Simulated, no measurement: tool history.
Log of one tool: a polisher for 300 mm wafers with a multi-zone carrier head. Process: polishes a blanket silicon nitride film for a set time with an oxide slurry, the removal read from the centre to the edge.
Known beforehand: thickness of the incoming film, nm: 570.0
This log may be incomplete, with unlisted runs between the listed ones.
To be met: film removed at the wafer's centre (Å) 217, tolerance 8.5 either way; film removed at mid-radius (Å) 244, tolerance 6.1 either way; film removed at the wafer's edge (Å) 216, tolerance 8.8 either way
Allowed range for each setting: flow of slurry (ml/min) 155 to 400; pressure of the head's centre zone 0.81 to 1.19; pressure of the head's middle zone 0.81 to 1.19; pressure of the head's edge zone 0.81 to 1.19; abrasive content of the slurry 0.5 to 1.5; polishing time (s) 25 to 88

run,hour,flow of slurry (ml/min),pressure of the head's centre zone,pressure of the head's middle zone,pressure of the head's edge zone,abrasive content of the slurry,polishing time (s),film removed at the wafer's centre (Å),film removed at mid-radius (Å),film removed at the wafer's edge (Å)
1,0,255,1,1,1,1,56,262.08,270.27,249.1
2,8.4,250,0.98,0.99,0.97,1,56,262.44,270.27,250.82
3,13,250,1.05,0.99,0.97,1,56,273.58,268.14,250.74
4,20.3,205,1.05,0.99,0.97,1,56,270.11,265.57,249.24
5,28.7,210,1.03,1,0.97,0.95,56,261.8,263.26,242.16
6,35.6,250,1.03,1,0.97,0.95,56,263.94,265.4,240.86
7,41.2,250,1,1,0.97,0.9,56,256.8,261.51,238.69
8,47.1,250,0.98,1,0.97,0.85,56,248.44,255.33,235.19
9,53.3,250,0.96,1.01,0.97,0.8,56,237.31,254.69,229.11
10,60.9,250,0.95,1.01,0.97,0.8,56,239.7,254.34,230.53
11,62.7,250,0.94,1.01,0.97,0.75,56,227,246.94,222.59

Exercise: of the 4 proposed moves below, exactly one satisfies all targets within the stated allowed misses. Which move is it?
A,64.5,320,1.05,1.03,0.93,0.8,53,?,?,?
B,64.5,190,0.9,0.93,0.91,0.7,62,?,?,?
C,64.5,245,0.88,1,0.89,0.95,51,?,?,?
D,64.5,205,0.81,0.97,1.02,0.55,66,?,?,?

move,film removed at the wafer's centre (Å),film removed at mid-radius (Å),film removed at the wafer's edge (Å)
A,239.3,243.79,215.5
B,227.91,243.35,231.25
C,211.58,241,214.63
D,205.93,243.88,235.35
A: the biggest miss grows against the last run
B: the biggest miss grows against the last run
C: all results in spec
D: takes the biggest miss from the last run beyond its target
Go with C: it meets all targets.
